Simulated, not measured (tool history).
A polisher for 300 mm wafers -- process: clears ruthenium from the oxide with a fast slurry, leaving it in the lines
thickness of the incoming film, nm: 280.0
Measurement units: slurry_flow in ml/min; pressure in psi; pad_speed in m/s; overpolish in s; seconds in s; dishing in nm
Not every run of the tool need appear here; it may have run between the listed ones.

run,day,slurry_flow,pressure,pad_speed,slurry_solids,overpolish,seconds,dishing
1,0.000,190,2.1,1.28,1.00,13,66.266,37.837
2,0.296,190,2.1,1.28,1.15,13,61.887,40.495
3,0.592,190,2.1,1.28,1.15,18,63.537,51.637
4,0.767,190,2.1,1.56,1.15,18,51.157,55.890
5,0.862,185,1.9,1.58,1.10,16,57.387,50.201
6,1.067,225,1.9,1.58,1.10,16,57.742,49.244
7,1.158,225,1.9,1.52,1.05,13,57.769,40.729
8,1.467,225,1.8,1.52,1.05,12,59.720,38.056
9,1.596,225,1.7,1.52,1.05,11,64.103,34.316
10,1.967,225,1.7,1.52,1.05,11,63.468,34.699
11,2.050,230,1.4,1.50,1.05,7,72.457,20.960

What does the tool deliver on the next run?
12,2.075,220,1.6,1.44,1.05,10,?,?

seconds: 71.593 s
dishing: 29.042 nm
